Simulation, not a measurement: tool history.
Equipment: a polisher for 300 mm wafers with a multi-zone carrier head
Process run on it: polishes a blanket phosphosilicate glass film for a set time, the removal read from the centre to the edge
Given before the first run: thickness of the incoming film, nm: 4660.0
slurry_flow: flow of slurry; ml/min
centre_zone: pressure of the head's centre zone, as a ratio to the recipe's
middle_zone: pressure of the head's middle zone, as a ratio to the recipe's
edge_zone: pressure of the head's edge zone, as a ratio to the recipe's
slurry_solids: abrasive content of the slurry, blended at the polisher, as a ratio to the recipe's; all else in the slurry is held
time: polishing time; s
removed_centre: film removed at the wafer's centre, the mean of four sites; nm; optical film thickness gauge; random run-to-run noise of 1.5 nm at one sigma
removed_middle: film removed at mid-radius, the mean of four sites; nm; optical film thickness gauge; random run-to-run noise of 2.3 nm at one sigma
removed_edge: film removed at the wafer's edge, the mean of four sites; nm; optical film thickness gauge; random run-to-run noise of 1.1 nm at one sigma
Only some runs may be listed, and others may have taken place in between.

Run 1, day 0: slurry_flow 175 ml/min, centre_zone 1, middle_zone 1, edge_zone 1, slurry_solids 1, time 42 s. Result: removed_centre 262.93 nm, removed_middle 257.34 nm, removed_edge 253.51 nm.
Run 2, day 0.15: slurry_flow 175 ml/min, centre_zone 1, middle_zone 1, edge_zone 1, slurry_solids 1, time 50 s. Result: removed_centre 299.79 nm, removed_middle 299.98 nm, removed_edge 305.79 nm.
Run 3, day 0.488: slurry_flow 170 ml/min, centre_zone 0.98, middle_zone 1, edge_zone 0.99, slurry_solids 0.95, time 48 s. Result: removed_centre 280.43 nm, removed_middle 282.16 nm, removed_edge 283.29 nm.
Run 4, day 0.754: slurry_flow 185 ml/min, centre_zone 0.98, middle_zone 1, edge_zone 0.99, slurry_solids 0.95, time 48 s. Result: removed_centre 286.72 nm, removed_middle 280.56 nm, removed_edge 284.55 nm.
Run 5, day 1.104: slurry_flow 175 ml/min, centre_zone 0.96, middle_zone 1, edge_zone 0.99, slurry_solids 0.9, time 46 s. Result: removed_centre 254.31 nm, removed_middle 271.55 nm, removed_edge 263.89 nm.
Run 6, day 1.433: slurry_flow 175 ml/min, centre_zone 0.95, middle_zone 0.98, edge_zone 0.98, slurry_solids 0.85, time 45 s. Result: removed_centre 239.71 nm, removed_middle 246.58 nm, removed_edge 246.85 nm.
Run 7, day 1.467: slurry_flow 170 ml/min, centre_zone 0.93, middle_zone 0.97, edge_zone 0.96, slurry_solids 0.8, time 44 s. Result: removed_centre 217.8 nm, removed_middle 228.44 nm, removed_edge 229.73 nm.
Run 8, day 1.488: slurry_flow 165 ml/min, centre_zone 0.92, middle_zone 0.97, edge_zone 0.94, slurry_solids 0.75, time 44 s. Result: removed_centre 209.3 nm, removed_middle 220.29 nm, removed_edge 215.06 nm.

Run 9 comes next. What will it give?
Run 9, day 1.85: slurry_flow 160 ml/min, centre_zone 0.91, middle_zone 0.96, edge_zone 0.93, slurry_solids 0.7, time 44 s. Result: removed_centre ?, removed_middle ?, removed_edge ?.

{"run 9": {"removed_centre": 196.12, "removed_middle": 208.6, "removed_edge": 207.1}}
